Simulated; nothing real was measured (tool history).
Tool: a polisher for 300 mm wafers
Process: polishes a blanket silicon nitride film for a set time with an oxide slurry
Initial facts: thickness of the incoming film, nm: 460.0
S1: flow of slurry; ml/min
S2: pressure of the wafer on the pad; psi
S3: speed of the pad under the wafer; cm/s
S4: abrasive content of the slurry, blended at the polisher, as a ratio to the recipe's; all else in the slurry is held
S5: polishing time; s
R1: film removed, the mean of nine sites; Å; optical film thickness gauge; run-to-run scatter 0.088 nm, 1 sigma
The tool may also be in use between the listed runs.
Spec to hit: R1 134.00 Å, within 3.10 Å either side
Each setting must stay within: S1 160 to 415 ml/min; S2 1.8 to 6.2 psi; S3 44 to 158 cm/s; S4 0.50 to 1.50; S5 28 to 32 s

| run | hour | S1 | S2 | S3 | S4 | S5 | R1 |
|---|---|---|---|---|---|---|---|
| 1 | 0.0 | 265 | 4.0 | 100 | 1.00 | 32 | 175.51 |
| 2 | 8.1 | 265 | 4.0 | 100 | 1.00 | 28 | 156.79 |
| 3 | 15.7 | 265 | 4.0 | 100 | 1.10 | 28 | 165.88 |
| 4 | 24.4 | 265 | 4.0 | 100 | 1.25 | 28 | 181.00 |
| 5 | 30.2 | 220 | 4.0 | 100 | 1.25 | 28 | 176.50 |
| 6 | 32.6 | 165 | 4.0 | 100 | 1.25 | 28 | 168.80 |
| 7 | 37.8 | 165 | 4.0 | 100 | 1.25 | 28 | 166.76 |
| 8 | 44.4 | 165 | 3.9 | 100 | 1.25 | 28 | 165.63 |
| 9 | 47.9 | 165 | 3.8 | 100 | 1.25 | 28 | 162.82 |
| 10 | 51.7 | 165 | 2.9 | 100 | 1.25 | 28 | 123.96 |
|  | 57.7 | slurry blender recalibrated |
| 11 | 57.7 | 205 | 3.2 | 100 | 1.25 | 28 | 156.51 |
| 12 | 59.6 | 200 | 3.1 | 100 | 1.25 | 28 | 150.95 |
| 13 | 67.3 | 195 | 3.1 | 100 | 1.25 | 28 | 152.05 |
| 14 | 75.6 | 190 | 3.0 | 100 | 1.25 | 28 | 146.51 |
| 15 | 77.9 | 185 | 3.0 | 100 | 1.25 | 28 | 146.46 |

Below are 4 possible settings for the next run. Only one of them brings all results inside the allowed miss of their targets. Which is it?
| A | 80.2 | 280 | 2.7 | 80 | 1.30 | 31 | ? |
| B | 80.2 | 180 | 3.3 | 84 | 1.20 | 29 | ? |
| C | 80.2 | 260 | 2.8 | 102 | 1.25 | 32 | ? |
| D | 80.2 | 175 | 2.7 | 94 | 1.35 | 31 | ? |

| move | R1 |
|---|---|
| A | 133.44 |
| B | 141.95 |
| C | 165.66 |
| D | 143.09 |
A: every result within its allowed miss
B: nearer than the last run, and not there yet
C: further off than the last run
D: nearer than the last run, and not there yet
Go with A: it meets all targets.
